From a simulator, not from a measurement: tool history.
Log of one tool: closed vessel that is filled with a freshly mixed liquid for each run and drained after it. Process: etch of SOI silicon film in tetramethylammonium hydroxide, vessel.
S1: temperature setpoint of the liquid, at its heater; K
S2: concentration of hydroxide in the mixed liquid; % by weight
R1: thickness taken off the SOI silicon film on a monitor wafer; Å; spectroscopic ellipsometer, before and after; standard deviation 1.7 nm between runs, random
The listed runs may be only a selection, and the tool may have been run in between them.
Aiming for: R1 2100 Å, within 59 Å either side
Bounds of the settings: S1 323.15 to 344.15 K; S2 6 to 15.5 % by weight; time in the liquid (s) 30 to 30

run 1 hour=0 | S1=331.15 S2=10.5 time_in_the_liquid_(s)=30 | R1=1146.4
run 2 hour=3.4 | S1=331.15 S2=10.5 time_in_the_liquid_(s)=30 | R1=1110.4
run 3 hour=10.3 | S1=332.65 S2=10.5 time_in_the_liquid_(s)=30 | R1=1229.3
run 4 hour=18.7 | S1=332.65 S2=12 time_in_the_liquid_(s)=30 | R1=1174.1
run 5 hour=21.4 | S1=334.15 S2=12 time_in_the_liquid_(s)=30 | R1=1293.8
run 6 hour=23.6 | S1=335.65 S2=12 time_in_the_liquid_(s)=30 | R1=1392.2
run 7 hour=25.6 | S1=336.65 S2=12 time_in_the_liquid_(s)=30 | R1=1503
run 8 hour=34.8 | S1=336.65 S2=12 time_in_the_liquid_(s)=30 | R1=1519.5
run 9 hour=39.3 | S1=342.65 S2=12 time_in_the_liquid_(s)=30 | R1=2161.2

4 next moves are on the table. One of them brings every result within its allowed miss. Which?
run A hour=43.8 | S1=341.65 S2=11.5 time_in_the_liquid_(s)=30 | R1=?
run B hour=43.8 | S1=342.15 S2=10.5 time_in_the_liquid_(s)=30 | R1=?
run C hour=43.8 | S1=339.65 S2=10.5 time_in_the_liquid_(s)=30 | R1=?
run D hour=43.8 | S1=343.15 S2=11.5 time_in_the_liquid_(s)=30 | R1=?

move=A R1=2072.8
move=B R1=2206
move=C R1=1901.2
move=D R1=2264.4
A: hits every target within its allowed miss
B: misses by more than the last run did
C: moves the result that the last run missed by most past its target, out the other side
D: misses by more than the last run did
Correct choice: A, which meets every target

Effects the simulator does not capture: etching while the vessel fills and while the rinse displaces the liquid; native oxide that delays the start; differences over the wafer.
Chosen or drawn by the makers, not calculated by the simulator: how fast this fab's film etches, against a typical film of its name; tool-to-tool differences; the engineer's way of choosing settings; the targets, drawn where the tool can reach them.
